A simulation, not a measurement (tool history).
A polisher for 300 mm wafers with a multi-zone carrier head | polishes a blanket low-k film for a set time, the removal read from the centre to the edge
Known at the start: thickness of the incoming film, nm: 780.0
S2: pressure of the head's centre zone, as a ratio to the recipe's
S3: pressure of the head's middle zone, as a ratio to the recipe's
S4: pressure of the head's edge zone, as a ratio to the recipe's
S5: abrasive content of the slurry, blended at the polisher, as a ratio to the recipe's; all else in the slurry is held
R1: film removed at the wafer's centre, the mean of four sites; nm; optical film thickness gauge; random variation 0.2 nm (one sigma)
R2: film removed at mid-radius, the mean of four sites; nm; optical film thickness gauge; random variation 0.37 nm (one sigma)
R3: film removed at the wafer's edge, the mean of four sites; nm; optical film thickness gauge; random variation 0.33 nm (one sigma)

Run 1, hour 0.0: flow of slurry (ml/min) 155, S2 1.00, S3 1.00, S4 1.00, S5 1.00, polishing time (s) 67. Result: R1 25.450 nm, R2 25.905 nm, R3 25.544 nm.
Run 2, hour 6.4: flow of slurry (ml/min) 155, S2 1.00, S3 1.00, S4 1.00, S5 1.15, polishing time (s) 67. Result: R1 26.885 nm, R2 27.364 nm, R3 27.140 nm.
Run 3, hour 10.4: flow of slurry (ml/min) 115, S2 1.00, S3 1.00, S4 1.00, S5 1.15, polishing time (s) 67. Result: R1 24.548 nm, R2 25.578 nm, R3 26.091 nm.
Run 4, hour 16.1: flow of slurry (ml/min) 115, S2 1.00, S3 0.95, S4 1.00, S5 1.15, polishing time (s) 67. Result: R1 24.847 nm, R2 24.692 nm, R3 26.127 nm.
Run 5, hour 19.4: flow of slurry (ml/min) 115, S2 1.00, S3 0.90, S4 1.00, S5 1.15, polishing time (s) 67. Result: R1 24.799 nm, R2 24.030 nm, R3 25.763 nm.
Run 6, hour 20.9: flow of slurry (ml/min) 120, S2 1.00, S3 0.91, S4 1.02, S5 1.15, polishing time (s) 67. Result: R1 25.008 nm, R2 24.440 nm, R3 26.267 nm.
Run 7, hour 24.9: flow of slurry (ml/min) 125, S2 1.00, S3 0.91, S4 1.04, S5 1.15, polishing time (s) 67. Result: R1 25.451 nm, R2 24.300 nm, R3 26.298 nm.

Forecast run 8:
Run 8, hour 26.9: flow of slurry (ml/min) 125, S2 0.99, S3 0.92, S4 1.05, S5 1.20, polishing time (s) 67. Result: R1 ?, R2 ?, R3 ?.

Run 8 gave R1 25.381 nm, R2 24.854 nm, R3 27.165 nm.

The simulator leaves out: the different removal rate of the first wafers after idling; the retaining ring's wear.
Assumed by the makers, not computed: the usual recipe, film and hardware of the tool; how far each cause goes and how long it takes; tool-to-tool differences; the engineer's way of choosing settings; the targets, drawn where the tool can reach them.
